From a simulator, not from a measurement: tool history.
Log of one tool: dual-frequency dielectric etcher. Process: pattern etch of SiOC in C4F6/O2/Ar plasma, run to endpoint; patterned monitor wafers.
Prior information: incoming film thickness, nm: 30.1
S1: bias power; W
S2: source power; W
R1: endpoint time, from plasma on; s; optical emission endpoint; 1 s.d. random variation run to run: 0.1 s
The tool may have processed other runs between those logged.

| run | hour | S1 | S2 | R1 |
|---|---|---|---|---|
| 1 | 0 | 511 | 300 | 11.3 |
| 2 | 6.8 | 511 | 270 | 11.729 |
| 3 | 9 | 484 | 260 | 12.167 |
| 4 | 13 | 516 | 260 | 11.713 |
| 5 | 20.6 | 516 | 230 | 12.39 |
| 6 | 23.5 | 503 | 230 | 12.319 |
| 7 | 30.3 | 488 | 230 | 12.539 |

Run 8 comes next. What will it give?
| 8 | 36.8 | 439 | 220 | ? |

For run 8 the tool returned R1 13.641 s.
